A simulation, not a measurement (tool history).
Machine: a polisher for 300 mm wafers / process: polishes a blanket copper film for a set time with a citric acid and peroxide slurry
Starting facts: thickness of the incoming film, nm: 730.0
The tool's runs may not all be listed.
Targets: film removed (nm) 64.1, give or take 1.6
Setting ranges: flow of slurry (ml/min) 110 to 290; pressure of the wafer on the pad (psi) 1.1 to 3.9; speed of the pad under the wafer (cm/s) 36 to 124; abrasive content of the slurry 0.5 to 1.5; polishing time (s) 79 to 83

run,day,flow of slurry (ml/min),pressure of the wafer on the pad (psi),speed of the pad under the wafer (cm/s),abrasive content of the slurry,polishing time (s),film removed (nm)
1,0,185,2.5,80,1,79,113.44
2,0.275,180,2.4,80,1,79,109.08
3,0.554,220,2.4,80,1,79,110.44
4,0.833,220,2.3,80,1,79,107.75
5,1.067,220,2.2,80,1,79,103.07
6,1.388,220,2.2,80,1.1,79,104
7,1.421,220,2.1,80,1.1,79,99.711
8,1.592,220,2,80,1.1,79,95.54
9,1.671,220,1.9,80,1.1,79,90.159
10,1.758,215,1.8,80,1.1,79,87.063
11,1.904,190,1.1,78,1.1,79,52.379
12,2.067,200,1.1,78,1.1,79,52.712
13,2.233,230,1.6,78,1.1,79,75.581
# day 2.321: worn pad replaced by a new one
14,2.321,220,1.6,78,1.1,79,80.516
15,2.412,215,1.6,78,1.1,79,80.343
16,2.5,205,1.6,78,1.1,79,79.929
17,2.6,175,1.1,78,1.1,79,55.244
18,2.675,225,1.1,78,1.1,79,56.253
19,3.042,225,1.5,78,1.1,79,75.631
20,3.367,220,1.5,78,1.1,79,75.344

Next run, 5 choices. One meets every target within its allowed miss, the rest don't. Which?
A,3.692,155,1.5,64,1.4,83,?
B,3.692,220,1.6,84,1.1,83,?
C,3.692,240,1.8,76,1.05,82,?
D,3.692,225,1.4,84,1,79,?
E,3.692,215,1.1,94,1.15,79,?

move,film removed (nm)
A,70.088
B,88.394
C,91.571
D,72.842
E,64.192
A: nearer than the last run, and not there yet
B: misses by more than the last run did
C: misses by more than the last run did
D: nearer than the last run, and not there yet
E: all results land within tolerance of their targets
E is the move that brings every result within its allowed miss.
